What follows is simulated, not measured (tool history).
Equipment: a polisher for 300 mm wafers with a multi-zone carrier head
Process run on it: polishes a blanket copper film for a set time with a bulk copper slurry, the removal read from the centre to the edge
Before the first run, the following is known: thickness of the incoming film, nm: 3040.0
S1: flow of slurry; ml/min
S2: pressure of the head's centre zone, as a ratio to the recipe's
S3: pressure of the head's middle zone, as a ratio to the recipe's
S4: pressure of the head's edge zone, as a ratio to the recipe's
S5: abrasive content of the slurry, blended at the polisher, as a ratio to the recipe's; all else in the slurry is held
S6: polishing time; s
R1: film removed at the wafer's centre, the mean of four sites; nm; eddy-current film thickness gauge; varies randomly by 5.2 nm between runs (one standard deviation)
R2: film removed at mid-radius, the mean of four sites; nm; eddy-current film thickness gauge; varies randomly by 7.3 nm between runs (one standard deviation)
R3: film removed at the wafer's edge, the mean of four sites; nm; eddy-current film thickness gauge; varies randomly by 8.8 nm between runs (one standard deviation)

| run | hour | S1 | S2 | S3 | S4 | S5 | S6 | R1 | R2 | R3 |
|---|---|---|---|---|---|---|---|---|---|---|
| 1 | 0.0 | 305 | 1.00 | 1.00 | 1.00 | 1.00 | 75 | 774.90 | 738.36 | 764.83 |
| 2 | 6.7 | 305 | 0.98 | 0.99 | 0.97 | 0.90 | 74 | 718.55 | 713.84 | 722.31 |
| 3 | 11.2 | 305 | 0.97 | 0.97 | 0.94 | 0.85 | 73 | 691.09 | 677.27 | 700.52 |
| 4 | 16.2 | 305 | 0.97 | 0.97 | 0.92 | 0.80 | 72 | 670.31 | 669.81 | 668.52 |
| 5 | 25.2 | 305 | 0.97 | 0.97 | 0.92 | 0.95 | 72 | 695.98 | 689.75 | 697.80 |
| 6 | 33.9 | 305 | 0.96 | 0.96 | 0.90 | 0.90 | 72 | 681.25 | 676.15 | 682.67 |
| 7 | 40.9 | 305 | 0.95 | 0.95 | 0.88 | 0.85 | 72 | 662.18 | 664.11 | 649.39 |
| 8 | 44.8 | 300 | 0.94 | 0.94 | 0.87 | 0.85 | 72 | 652.44 | 666.47 | 664.03 |
| 9 | 53.0 | 300 | 0.94 | 0.93 | 0.86 | 0.80 | 72 | 638.11 | 624.93 | 638.65 |
| 10 | 56.8 | 295 | 0.93 | 0.93 | 0.85 | 0.80 | 72 | 643.61 | 640.43 | 638.46 |
| 11 | 59.6 | 295 | 0.89 | 0.92 | 0.82 | 0.65 | 71 | 560.23 | 580.41 | 587.13 |

Estimate the outcome of run 12 from the log above:
| 12 | 60.7 | 300 | 0.90 | 0.93 | 0.83 | 0.65 | 71 | ? | ? | ? |

Run 12 measured R1 576.50 nm, R2 598.67 nm, R3 578.44 nm.

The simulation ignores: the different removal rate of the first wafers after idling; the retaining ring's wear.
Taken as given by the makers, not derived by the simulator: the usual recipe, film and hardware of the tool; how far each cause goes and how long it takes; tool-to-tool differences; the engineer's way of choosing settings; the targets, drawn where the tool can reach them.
